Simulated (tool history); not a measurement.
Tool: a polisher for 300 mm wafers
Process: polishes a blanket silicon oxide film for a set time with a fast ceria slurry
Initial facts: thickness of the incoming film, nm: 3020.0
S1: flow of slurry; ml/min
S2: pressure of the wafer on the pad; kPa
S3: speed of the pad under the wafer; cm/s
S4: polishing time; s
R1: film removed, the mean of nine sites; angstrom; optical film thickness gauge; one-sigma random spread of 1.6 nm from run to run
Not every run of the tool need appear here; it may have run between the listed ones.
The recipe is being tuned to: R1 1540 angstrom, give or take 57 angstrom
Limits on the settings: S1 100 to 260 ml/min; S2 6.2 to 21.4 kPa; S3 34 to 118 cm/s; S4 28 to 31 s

| run | day | S1 | S2 | S3 | S4 | R1 |
|---|---|---|---|---|---|---|
| 1 | 0 | 165 | 13.8 | 76 | 31 | 2910.5 |
| 2 | 0.075 | 165 | 13.8 | 76 | 28 | 2588.7 |
| 3 | 0.125 | 130 | 13.8 | 76 | 28 | 2495.6 |
| 4 | 0.242 | 125 | 11.7 | 76 | 28 | 2188 |
| 5 | 0.617 | 100 | 11.7 | 76 | 28 | 2099.8 |
| 6 | 0.829 | 100 | 11.7 | 76 | 28 | 2058.1 |
| 7 | 1.004 | 100 | 10.3 | 76 | 28 | 1862.3 |
| 8 | 1.192 | 100 | 9.7 | 76 | 28 | 1735.8 |
| 9 | 1.346 | 100 | 9 | 76 | 28 | 1654 |

Which single option among these 5 for the next run brings every result within its allowed miss of target? Just one does.
| A | 1.5 | 100 | 7.6 | 78 | 29 | ? |
| B | 1.5 | 115 | 9.7 | 76 | 29 | ? |
| C | 1.5 | 105 | 9.7 | 76 | 28 | ? |
| D | 1.5 | 105 | 7.6 | 84 | 31 | ? |
| E | 1.5 | 100 | 8.3 | 82 | 30 | ? |

| move | R1 |
|---|---|
| A | 1554.9 |
| B | 1901.5 |
| C | 1794.3 |
| D | 1810 |
| E | 1806.5 |
A: every result within its allowed miss
B: further off than the last run
C: further off than the last run
D: further off than the last run
E: further off than the last run
Move A is the one to make.

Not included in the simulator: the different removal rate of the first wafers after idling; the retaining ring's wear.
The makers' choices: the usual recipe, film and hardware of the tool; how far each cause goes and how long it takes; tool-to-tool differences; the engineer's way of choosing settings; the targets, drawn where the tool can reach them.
